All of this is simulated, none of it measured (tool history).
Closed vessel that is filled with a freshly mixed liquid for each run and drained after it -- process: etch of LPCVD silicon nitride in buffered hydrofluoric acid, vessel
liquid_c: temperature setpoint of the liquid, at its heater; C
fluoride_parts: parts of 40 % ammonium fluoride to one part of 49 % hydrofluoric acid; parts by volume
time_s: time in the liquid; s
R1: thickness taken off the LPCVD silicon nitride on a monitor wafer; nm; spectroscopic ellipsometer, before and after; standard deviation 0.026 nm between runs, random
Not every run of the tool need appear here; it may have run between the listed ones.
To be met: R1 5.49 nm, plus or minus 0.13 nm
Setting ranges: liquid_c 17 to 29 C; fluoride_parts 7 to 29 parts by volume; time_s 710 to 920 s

run 1 hour=0 | liquid_c=21 fluoride_parts=18 time_s=920 | R1=6.1487
run 2 hour=1.3 | liquid_c=20.5 fluoride_parts=18 time_s=920 | R1=5.981
run 3 hour=10 | liquid_c=20.5 fluoride_parts=21 time_s=920 | R1=5.1957
run 4 hour=18.3 | liquid_c=20.5 fluoride_parts=22.5 time_s=920 | R1=4.9682
run 5 hour=22.9 | liquid_c=21 fluoride_parts=22.5 time_s=920 | R1=5.1178
run 6 hour=29.9 | liquid_c=19.5 fluoride_parts=22.5 time_s=920 | R1=4.6662
run 7 hour=30.7 | liquid_c=20.5 fluoride_parts=22.5 time_s=920 | R1=4.9569
run 8 hour=34.4 | liquid_c=21 fluoride_parts=22.5 time_s=920 | R1=5.0919
run 9 hour=41.3 | liquid_c=21.5 fluoride_parts=22.5 time_s=920 | R1=5.2201

Which single option among these 5 for the next run brings every result within its allowed miss of target? Just one does.
run A hour=48.2 | liquid_c=23 fluoride_parts=24.5 time_s=835 | R1=?
run B hour=48.2 | liquid_c=21.5 fluoride_parts=24 time_s=920 | R1=?
run C hour=48.2 | liquid_c=23 fluoride_parts=23 time_s=770 | R1=?
run D hour=48.2 | liquid_c=18 fluoride_parts=17 time_s=920 | R1=?
run E hour=48.2 | liquid_c=22.5 fluoride_parts=23 time_s=890 | R1=?

move=A R1=4.8671
move=B R1=5.0052
move=C R1=4.6879
move=D R1=5.4733
move=E R1=5.2709
A: its largest miss is bigger than the last run's
B: its largest miss is bigger than the last run's
C: its largest miss is bigger than the last run's
D: each result inside its tolerance
E: an improvement on the last run, though not all results are within tolerance
So the answer is move D, the one that meets all the targets.

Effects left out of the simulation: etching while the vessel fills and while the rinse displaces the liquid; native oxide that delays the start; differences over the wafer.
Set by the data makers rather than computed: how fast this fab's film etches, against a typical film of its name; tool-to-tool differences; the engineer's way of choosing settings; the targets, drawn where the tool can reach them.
